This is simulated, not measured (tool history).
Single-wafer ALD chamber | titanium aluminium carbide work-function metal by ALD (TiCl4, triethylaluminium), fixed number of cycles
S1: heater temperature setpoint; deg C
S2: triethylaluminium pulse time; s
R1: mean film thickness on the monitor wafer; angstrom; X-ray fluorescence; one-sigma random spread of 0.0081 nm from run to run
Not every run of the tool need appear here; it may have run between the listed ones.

Run 1, hour 0.0: S1 305 deg C, S2 10.42 s. Result: R1 18.932 angstrom.
Run 2, hour 2.8: S1 305 deg C, S2 11.70 s. Result: R1 19.000 angstrom.
Run 3, hour 10.3: S1 299 deg C, S2 9.88 s. Result: R1 18.327 angstrom.
Run 4, hour 14.5: S1 294 deg C, S2 9.88 s. Result: R1 17.924 angstrom.
Run 5, hour 23.3: S1 301 deg C, S2 9.88 s. Result: R1 18.525 angstrom.
Run 6, hour 27.5: S1 301 deg C, S2 7.23 s. Result: R1 17.480 angstrom.
Run 7, hour 29.8: S1 297 deg C, S2 6.43 s. Result: R1 16.682 angstrom.
Run 8, hour 33.4: S1 295 deg C, S2 5.98 s. Result: R1 16.192 angstrom.
Run 9, hour 41.4: S1 293 deg C, S2 5.80 s. Result: R1 15.965 angstrom.
Run 10, hour 49.6: S1 292 deg C, S2 5.67 s. Result: R1 15.884 angstrom.

The next listed run, before its measurement:
Run 11, hour 52.7: S1 285 deg C, S2 4.41 s. Result: R1 ?.

{"run 11": {"R1": 13.92}}
